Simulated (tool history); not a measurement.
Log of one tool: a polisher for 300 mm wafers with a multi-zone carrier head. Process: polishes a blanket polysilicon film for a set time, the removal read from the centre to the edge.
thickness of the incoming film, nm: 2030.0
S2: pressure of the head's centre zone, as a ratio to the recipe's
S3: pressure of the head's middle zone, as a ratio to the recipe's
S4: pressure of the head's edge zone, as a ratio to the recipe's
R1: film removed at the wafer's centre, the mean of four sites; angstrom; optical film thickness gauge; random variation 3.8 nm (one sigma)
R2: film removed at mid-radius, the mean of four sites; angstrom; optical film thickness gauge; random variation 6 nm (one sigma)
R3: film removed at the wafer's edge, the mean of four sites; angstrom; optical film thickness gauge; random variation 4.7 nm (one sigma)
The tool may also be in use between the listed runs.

Run 1, hour 0: flow of slurry (ml/min) 290, S2 1, S3 1, S4 1, polishing time (s) 55. Result: R1 6171.9 angstrom, R2 6275.2 angstrom, R3 6446.8 angstrom.
Run 2, hour 1.5: flow of slurry (ml/min) 290, S2 1, S3 1, S4 0.93, polishing time (s) 55. Result: R1 6194.9 angstrom, R2 6226.7 angstrom, R3 6044.5 angstrom.
Run 3, hour 4.8: flow of slurry (ml/min) 290, S2 1, S3 1, S4 0.93, polishing time (s) 49. Result: R1 5618.3 angstrom, R2 5622.7 angstrom, R3 5486.8 angstrom.
Run 4, hour 13: flow of slurry (ml/min) 290, S2 1, S3 1, S4 0.98, polishing time (s) 49. Result: R1 5588.1 angstrom, R2 5573.7 angstrom, R3 5626.6 angstrom.
Run 5, hour 13.6: flow of slurry (ml/min) 285, S2 1, S3 0.99, S4 0.94, polishing time (s) 48. Result: R1 5391.2 angstrom, R2 5469.8 angstrom, R3 5451.7 angstrom.
Run 6, hour 15.7: flow of slurry (ml/min) 220, S2 1, S3 0.99, S4 0.94, polishing time (s) 48. Result: R1 5222.3 angstrom, R2 5282.3 angstrom, R3 5169.8 angstrom.
Run 7, hour 20.6: flow of slurry (ml/min) 215, S2 1.01, S3 0.98, S4 0.91, polishing time (s) 48. Result: R1 5207.5 angstrom, R2 5097.6 angstrom, R3 5049.7 angstrom.
Run 8, hour 23: flow of slurry (ml/min) 210, S2 1.02, S3 0.98, S4 0.89, polishing time (s) 48. Result: R1 5271.8 angstrom, R2 5217.8 angstrom, R3 4968.4 angstrom.
Run 9, hour 29.6: flow of slurry (ml/min) 205, S2 1.03, S3 0.97, S4 0.87, polishing time (s) 48. Result: R1 5218.6 angstrom, R2 5128 angstrom, R3 4935 angstrom.
Run 10, hour 36.2: flow of slurry (ml/min) 200, S2 1.05, S3 0.97, S4 0.86, polishing time (s) 48. Result: R1 5356.6 angstrom, R2 5217.3 angstrom, R3 4891.2 angstrom.
Run 11, hour 39.3: flow of slurry (ml/min) 200, S2 1.06, S3 0.93, S4 0.81, polishing time (s) 46. Result: R1 5137.4 angstrom, R2 4629.5 angstrom, R3 4636.6 angstrom.

Run 12 comes next. What will it give?
Run 12, hour 40.4: flow of slurry (ml/min) 200, S2 1.06, S3 0.93, S4 0.81, polishing time (s) 46. Result: R1 ?, R2 ?, R3 ?.

Run 12 gave R1 5106.2 angstrom, R2 4727.5 angstrom, R3 4578.2 angstrom.
